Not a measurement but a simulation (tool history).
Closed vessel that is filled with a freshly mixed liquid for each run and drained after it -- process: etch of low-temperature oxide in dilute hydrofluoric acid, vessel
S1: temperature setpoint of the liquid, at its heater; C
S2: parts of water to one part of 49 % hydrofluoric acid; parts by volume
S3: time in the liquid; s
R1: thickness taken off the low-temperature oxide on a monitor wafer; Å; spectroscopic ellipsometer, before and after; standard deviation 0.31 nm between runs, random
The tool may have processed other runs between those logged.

| run | day | S1 | S2 | S3 | R1 |
|---|---|---|---|---|---|
| 1 | 0 | 22 | 80 | 105 | 394.07 |
| 2 | 0.279 | 22 | 60 | 105 | 537.87 |
| 3 | 0.558 | 20 | 60 | 105 | 492.4 |
| 4 | 0.838 | 20 | 60 | 105 | 497.25 |
| 5 | 1.025 | 20 | 60 | 110 | 513.71 |
| 6 | 1.067 | 21 | 60 | 110 | 539.05 |
| 7 | 1.196 | 22 | 60 | 110 | 563.62 |
| 8 | 1.458 | 23 | 60 | 110 | 584.62 |

Run 9, settings as shown, results not yet in. Your forecast:
| 9 | 1.55 | 23.5 | 60 | 110 | ? |

Run 9 produced R1 601.61 Å.

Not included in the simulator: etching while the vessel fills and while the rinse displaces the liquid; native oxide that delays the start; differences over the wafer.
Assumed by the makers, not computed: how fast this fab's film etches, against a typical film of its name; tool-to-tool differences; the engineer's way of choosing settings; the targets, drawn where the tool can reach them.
